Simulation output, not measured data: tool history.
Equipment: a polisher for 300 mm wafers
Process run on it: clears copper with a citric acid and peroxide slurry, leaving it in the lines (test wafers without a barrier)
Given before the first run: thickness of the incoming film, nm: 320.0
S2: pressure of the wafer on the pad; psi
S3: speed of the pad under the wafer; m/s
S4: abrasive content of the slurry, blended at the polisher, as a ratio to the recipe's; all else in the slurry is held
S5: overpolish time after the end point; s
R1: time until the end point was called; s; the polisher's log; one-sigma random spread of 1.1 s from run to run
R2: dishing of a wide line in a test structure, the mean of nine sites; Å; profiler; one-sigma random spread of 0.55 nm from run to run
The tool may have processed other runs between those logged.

run 1 hour=0.0 | flow_of_slurry_(ml/min)=300 S2=3.9 S3=1.16 S4=1.0 S5=25 | R1=80.909 R2=501.56
run 2 hour=4.8 | flow_of_slurry_(ml/min)=255 S2=3.9 S3=1.16 S4=1.0 S5=25 | R1=81.063 R2=491.39
run 3 hour=11.0 | flow_of_slurry_(ml/min)=255 S2=3.9 S3=1.16 S4=1.0 S5=33 | R1=81.723 R2=593.65
run 4 hour=11.8 | flow_of_slurry_(ml/min)=255 S2=3.5 S3=1.16 S4=1.0 S5=34 | R1=90.882 R2=557.41
run 5 hour=19.5 | flow_of_slurry_(ml/min)=255 S2=3.2 S3=1.16 S4=1.0 S5=35 | R1=99.117 R2=541.81
run 6 hour=22.2 | flow_of_slurry_(ml/min)=255 S2=3.2 S3=1.16 S4=1.0 S5=31 | R1=99.118 R2=490.62
run 7 hour=23.4 | flow_of_slurry_(ml/min)=255 S2=2.9 S3=1.16 S4=1.0 S5=32 | R1=108.500 R2=481.34
run 8 hour=32.3 | flow_of_slurry_(ml/min)=255 S2=2.7 S3=1.16 S4=1.0 S5=32 | R1=115.160 R2=450.63

The next listed run, before its measurement:
run 9 hour=37.5 | flow_of_slurry_(ml/min)=255 S2=2.6 S3=1.16 S4=1.0 S5=33 | R1=? R2=?

{"run 9": {"R1": 122.63, "R2": 434.77}}
